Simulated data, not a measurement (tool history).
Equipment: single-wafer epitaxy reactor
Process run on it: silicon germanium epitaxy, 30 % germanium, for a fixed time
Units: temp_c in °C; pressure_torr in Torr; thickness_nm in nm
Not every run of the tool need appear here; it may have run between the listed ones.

Run 1, hour 0.0: temp_c 580 °C, pressure_torr 20.4 Torr. Result: thickness_nm 37.927 nm.
Run 2, hour 6.3: temp_c 580 °C, pressure_torr 23.3 Torr. Result: thickness_nm 39.441 nm.
Run 3, hour 9.0: temp_c 586 °C, pressure_torr 23.4 Torr. Result: thickness_nm 45.350 nm.
Run 4, hour 10.4: temp_c 586 °C, pressure_torr 25.4 Torr. Result: thickness_nm 46.284 nm.
Run 5, hour 16.8: temp_c 577 °C, pressure_torr 25.4 Torr. Result: thickness_nm 37.796 nm.
Run 6, hour 17.4: temp_c 582 °C, pressure_torr 25.5 Torr. Result: thickness_nm 42.427 nm.
Run 7, hour 24.4: temp_c 586 °C, pressure_torr 25.6 Torr. Result: thickness_nm 46.465 nm.
Run 8, hour 26.7: temp_c 589 °C, pressure_torr 25.7 Torr. Result: thickness_nm 49.612 nm.

Predict the results of run 9:
Run 9, hour 29.4: temp_c 589 °C, pressure_torr 25.7 Torr. Result: thickness_nm ?.

Run 9 gave thickness_nm 49.400 nm.
